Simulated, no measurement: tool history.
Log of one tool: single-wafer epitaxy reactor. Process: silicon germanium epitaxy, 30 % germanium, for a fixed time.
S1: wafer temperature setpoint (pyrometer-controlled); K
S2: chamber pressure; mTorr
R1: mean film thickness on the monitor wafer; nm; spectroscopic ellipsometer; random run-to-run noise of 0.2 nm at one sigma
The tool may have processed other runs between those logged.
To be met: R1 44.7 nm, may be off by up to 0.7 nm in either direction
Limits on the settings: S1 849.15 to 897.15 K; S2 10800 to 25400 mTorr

run,hour,S1,S2,R1
1,0,873.15,18100,58.116
2,1.7,873.15,15700,55.495
3,9.2,873.15,17900,57.953
4,12.9,873.15,21000,61.795
5,17.7,868.15,20900,56.122
6,19,868.15,19500,55.132
7,26.6,865.15,19500,52.076
8,35.3,863.15,19500,50.427
9,42.4,861.15,19500,48.631
10,44,860.15,19500,48.204
11,50.7,860.15,19500,47.58
12,57.5,859.15,19500,46.995
13,59.5,858.15,19500,46.123

Of the 5 settings listed for the next run, only one would bring every result within its allowed miss of target. Which one?
A,61.5,858.15,22000,?
B,61.5,858.15,19300,?
C,61.5,861.15,15200,?
D,61.5,861.15,18800,?
E,61.5,858.15,20000,?

move,R1
A,47.903
B,45.787
C,44.589
D,47.88
E,46.349
A: moves away from the targets compared with the last run
B: better than the last run, though not everything is in spec
C: every result lands within tolerance
D: moves away from the targets compared with the last run
E: moves away from the targets compared with the last run
Answer: C
